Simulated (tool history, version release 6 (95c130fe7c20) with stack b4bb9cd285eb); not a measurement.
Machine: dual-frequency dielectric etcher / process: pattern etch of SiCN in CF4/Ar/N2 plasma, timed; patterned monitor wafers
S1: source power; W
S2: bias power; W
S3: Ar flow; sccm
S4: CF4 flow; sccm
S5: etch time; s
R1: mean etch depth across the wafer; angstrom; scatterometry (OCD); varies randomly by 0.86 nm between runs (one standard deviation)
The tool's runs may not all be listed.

run 1 hour=0.0 | S1=430 S2=54 S3=135 S4=81 S5=143.5 | R1=1093.4
run 2 hour=1.4 | S1=430 S2=54 S3=135 S4=72 S5=143.5 | R1=1062.2
run 3 hour=5.7 | S1=450 S2=54 S3=135 S4=72 S5=143.5 | R1=1125.2
run 4 hour=14.0 | S1=460 S2=54 S3=135 S4=72 S5=143.5 | R1=1159.4
run 5 hour=18.1 | S1=470 S2=54 S3=135 S4=72 S5=143.5 | R1=1162.0
run 6 hour=19.4 | S1=480 S2=54 S3=135 S4=72 S5=143.5 | R1=1192.2
run 7 hour=23.7 | S1=490 S2=54 S3=135 S4=72 S5=143.5 | R1=1220.2
run 8 hour=30.3 | S1=490 S2=54 S3=135 S4=72 S5=143.5 | R1=1214.6

Predict the results of run 9:
run 9 hour=31.5 | S1=500 S2=54 S3=135 S4=72 S5=143.5 | R1=?

R1: 1243.2 angstrom
